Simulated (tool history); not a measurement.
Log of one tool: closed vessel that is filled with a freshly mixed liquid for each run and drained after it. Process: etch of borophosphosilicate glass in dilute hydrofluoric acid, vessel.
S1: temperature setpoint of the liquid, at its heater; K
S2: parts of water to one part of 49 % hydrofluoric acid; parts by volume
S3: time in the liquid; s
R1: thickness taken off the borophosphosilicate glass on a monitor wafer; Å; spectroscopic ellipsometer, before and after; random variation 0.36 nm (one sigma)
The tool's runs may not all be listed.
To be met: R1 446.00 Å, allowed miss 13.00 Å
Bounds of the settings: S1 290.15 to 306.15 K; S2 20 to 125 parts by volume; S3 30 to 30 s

run    day      S1  S2  S3      R1
  1  0.000  298.15  70  30  215.29
  2  0.300  299.15  65  30  244.50
  3  0.338  297.15  65  30  223.77
  4  0.700  298.15  60  30  253.87
  5  0.904  296.65  60  30  238.18
  6  0.979  296.65  60  30  240.93
  7  1.271  297.65  55  30  277.82
  8  1.642  298.65  55  30  287.77
  9  1.979  299.65  55  30  302.78
 10  2.229  300.65  55  30  308.97
 11  2.521  301.15  55  30  313.29
 12  2.892  305.15  40  30  518.64
 13  3.000  304.65  40  30  511.53
 14  3.038  304.15  40  30  500.33
 15  3.183  303.65  40  30  487.47
 16  3.408  303.65  40  30  496.93

Which of these 4 next moves meets every target?
  A  3.633  304.65  45  30   ?
  B  3.633  302.15  45  30   ?
  C  3.633  303.15  35  30   ?
  D  3.633  305.15  50  30   ?

move      R1
   A  451.35
   B  409.06
   C  555.77
   D  410.85
A: meets every target
B: takes the result that was furthest off past its target
C: further off than the last run
D: takes the result that was furthest off past its target
Move A is the one to make.
